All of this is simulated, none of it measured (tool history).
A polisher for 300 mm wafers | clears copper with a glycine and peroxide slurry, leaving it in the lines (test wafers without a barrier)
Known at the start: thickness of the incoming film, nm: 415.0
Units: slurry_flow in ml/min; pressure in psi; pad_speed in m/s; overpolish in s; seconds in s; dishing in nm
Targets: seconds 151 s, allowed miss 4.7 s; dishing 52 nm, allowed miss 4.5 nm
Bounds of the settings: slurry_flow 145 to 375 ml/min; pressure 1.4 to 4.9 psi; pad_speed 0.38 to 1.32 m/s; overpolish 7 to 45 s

run  hour  slurry_flow  pressure  pad_speed  overpolish  seconds  dishing
  1     0          240       3.1       0.84          23   93.135   66.042
  2     1          240       2.8       0.84          24   98.327   63.162
  3   5.8          240       2.8       0.68          24   117.15   55.299
  4  14.7          240       2.8       0.76          24   107.73   60.191
  5  16.9          215       2.8       0.76          24   108.95   56.817
  6  21.2          215       2.8       0.64          24   127.33     52.4
  7  28.9          205       2.7       0.64          25    127.8   51.183
  8  34.8          200       2.6       0.64          26   132.59   51.052
  9  43.6          195       2.5       0.64          27   139.24   52.804
 10  49.4          190       2.5       0.64          27   137.95   54.529
 11  57.4          185       2.4       0.64          27   140.63    53.93
 12  61.2          185       2.3       0.64          27   146.45   50.398

Which of these 5 next moves meets every target?
  A    65          155       2.8       0.56          28        ?        ?
  B    65          230       2.9       0.52          26        ?        ?
  C    65          220       2.4       0.64          21        ?        ?
  D    65          205       2.2       0.62          29        ?        ?
  E    65          195       2.6       0.62          28        ?        ?

move  seconds  dishing
   A   141.46    53.31
   B   139.44   50.695
   C    138.2    41.77
   D   151.43   51.305
   E    135.1   55.243
A: further off than the last run
B: further off than the last run
C: further off than the last run
D: meets every target
E: further off than the last run
The right move is D.
